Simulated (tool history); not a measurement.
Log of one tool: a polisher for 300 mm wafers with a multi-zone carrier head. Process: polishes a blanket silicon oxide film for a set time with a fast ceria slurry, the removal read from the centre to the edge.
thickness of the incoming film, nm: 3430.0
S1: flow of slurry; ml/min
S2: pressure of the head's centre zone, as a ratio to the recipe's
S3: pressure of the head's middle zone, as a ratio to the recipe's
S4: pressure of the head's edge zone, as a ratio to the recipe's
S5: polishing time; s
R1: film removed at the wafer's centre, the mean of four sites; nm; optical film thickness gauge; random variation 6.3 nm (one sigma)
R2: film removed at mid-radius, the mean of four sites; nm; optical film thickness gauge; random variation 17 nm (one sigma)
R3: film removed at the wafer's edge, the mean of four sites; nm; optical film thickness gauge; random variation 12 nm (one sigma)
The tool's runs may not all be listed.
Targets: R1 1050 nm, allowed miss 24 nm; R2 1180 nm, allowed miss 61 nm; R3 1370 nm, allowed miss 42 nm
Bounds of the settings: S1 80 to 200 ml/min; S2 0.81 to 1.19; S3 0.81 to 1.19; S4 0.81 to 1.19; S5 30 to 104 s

run,hour,S1,S2,S3,S4,S5,R1,R2,R3
1,0,130,1,1,1,67,1241.2,1284.9,1253.2
2,5.5,130,1,1,0.95,67,1240.7,1261.6,1221.6
3,13.3,130,1,0.92,0.95,67,1237.9,1169.6,1220.5
4,16.7,140,1,0.92,0.95,67,1262.9,1206.6,1268.2
5,22.2,140,0.97,0.92,0.95,67,1233.4,1191.7,1243.3
6,26.7,130,0.92,0.91,1.02,68,1180.8,1174.3,1277.5
7,31.5,95,0.82,0.95,1.12,72,990.84,1163.8,1346.3
8,33.5,115,0.84,0.92,1.11,72,1087.5,1198.1,1378.8
9,34.5,110,0.84,0.92,1.11,72,1085.3,1186.4,1363.5
# hour 41.4: slurry nozzle cleaned
10,41.4,105,0.84,0.92,1.12,72,1150.6,1258.9,1401.2
11,48.2,140,0.81,0.92,1.08,71,1199.4,1371.1,1460.3
12,55.5,130,0.81,0.92,1.1,71,1176.3,1311.6,1461.8
13,63.5,125,0.81,0.92,1.11,71,1162.2,1297.1,1443.7
14,71.2,120,0.81,0.92,1.12,71,1137.7,1275.1,1433.8
15,76.2,115,0.81,0.92,1.12,71,1125.7,1265.1,1446.2
16,83.5,110,0.81,0.92,1.12,71,1104.7,1277.6,1439.1
17,87.8,105,0.82,0.92,1.13,71,1108,1270.1,1400.8
18,92.7,85,0.81,0.87,1.19,70,985.2,1082.5,1372.1

4 next moves are on the table. One of them brings every result within its allowed miss. Which?
A,97.6,135,0.85,0.82,1.15,64,?,?,?
B,97.6,90,0.82,0.94,1.11,69,?,?,?
C,97.6,105,0.81,0.89,1.12,69,?,?,?
D,97.6,85,0.81,1,1.07,72,?,?,?

move,R1,R2,R3
A,1116.4,1130.6,1350.7
B,1018.7,1212.1,1316.6
C,1070.4,1219.9,1370.2
D,1025.7,1303.6,1328.6
A: takes the result that was furthest off past its target
B: nearer than the last run, and not there yet
C: meets every target
D: nearer than the last run, and not there yet
Move C is the one to make.
